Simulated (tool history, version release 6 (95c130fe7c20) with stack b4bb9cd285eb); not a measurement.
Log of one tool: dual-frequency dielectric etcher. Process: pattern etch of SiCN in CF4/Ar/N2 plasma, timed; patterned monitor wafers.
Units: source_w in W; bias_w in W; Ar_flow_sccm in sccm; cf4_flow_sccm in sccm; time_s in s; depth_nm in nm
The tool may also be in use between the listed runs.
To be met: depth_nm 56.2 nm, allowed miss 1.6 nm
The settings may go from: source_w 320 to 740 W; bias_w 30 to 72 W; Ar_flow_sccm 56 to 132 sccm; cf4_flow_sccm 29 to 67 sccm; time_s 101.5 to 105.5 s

| run | hour | source_w | bias_w | Ar_flow_sccm | cf4_flow_sccm | time_s | depth_nm |
|---|---|---|---|---|---|---|---|
| 1 | 0 | 530 | 51 | 94 | 48 | 101.5 | 76.566 |
| 2 | 1.1 | 530 | 51 | 94 | 54 | 101.5 | 78.176 |
| 3 | 8 | 490 | 50 | 94 | 54 | 101.5 | 71.075 |
| 4 | 13.4 | 490 | 50 | 101 | 54 | 101.5 | 69.654 |
| 5 | 17 | 470 | 50 | 101 | 54 | 101.5 | 66.884 |
| 6 | 23.8 | 450 | 50 | 101 | 54 | 101.5 | 63.889 |
| 7 | 25.7 | 440 | 50 | 101 | 54 | 101.5 | 62.181 |
| 8 | 28 | 430 | 50 | 101 | 54 | 101.5 | 60.938 |
| 9 | 36.5 | 420 | 50 | 101 | 54 | 101.5 | 59.119 |

5 next moves are on the table. One of them brings every result within its allowed miss. Which?
| A | 45 | 410 | 47 | 96 | 57 | 101.5 | ? |
| B | 45 | 360 | 50 | 80 | 48 | 101.5 | ? |
| C | 45 | 380 | 48 | 98 | 53 | 101.5 | ? |
| D | 45 | 370 | 50 | 100 | 56 | 101.5 | ? |
| E | 45 | 380 | 51 | 102 | 54 | 101.5 | ? |

| move | depth_nm |
|---|---|
| A | 56.687 |
| B | 50.986 |
| C | 51.722 |
| D | 51.473 |
| E | 53.134 |
A: meets every target
B: takes the result that was furthest off past its target
C: takes the result that was furthest off past its target
D: takes the result that was furthest off past its target
E: takes the result that was furthest off past its target
Answer: A

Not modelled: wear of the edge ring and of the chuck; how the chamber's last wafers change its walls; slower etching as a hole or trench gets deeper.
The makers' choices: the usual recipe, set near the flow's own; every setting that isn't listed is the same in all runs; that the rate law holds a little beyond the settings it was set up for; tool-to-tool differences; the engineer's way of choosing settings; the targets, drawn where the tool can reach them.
